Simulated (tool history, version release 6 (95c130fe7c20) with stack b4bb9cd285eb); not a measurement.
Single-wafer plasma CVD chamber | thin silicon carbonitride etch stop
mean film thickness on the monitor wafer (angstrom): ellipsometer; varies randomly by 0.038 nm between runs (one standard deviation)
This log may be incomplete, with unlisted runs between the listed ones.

run  hour  RF power (W)  deposition time (s)  mean film thickness on the monitor wafer (angstrom)
  1     0           260                 17.9                                               105.52
  2   6.6           255                 17.4                                               102.19
  3  12.5           285                 17.4                                               104.99
  4  19.3           315                 17.4                                               106.61
  5  20.9           330                 17.4                                               107.91
  6    23           325                 16.8                                               103.65
  7  26.4           320                 16.3                                                100.3

The next listed run, before its measurement:
  8  32.9           315                 15.9                                                    ?

Run 8 produced mean film thickness on the monitor wafer (angstrom) 97.499.

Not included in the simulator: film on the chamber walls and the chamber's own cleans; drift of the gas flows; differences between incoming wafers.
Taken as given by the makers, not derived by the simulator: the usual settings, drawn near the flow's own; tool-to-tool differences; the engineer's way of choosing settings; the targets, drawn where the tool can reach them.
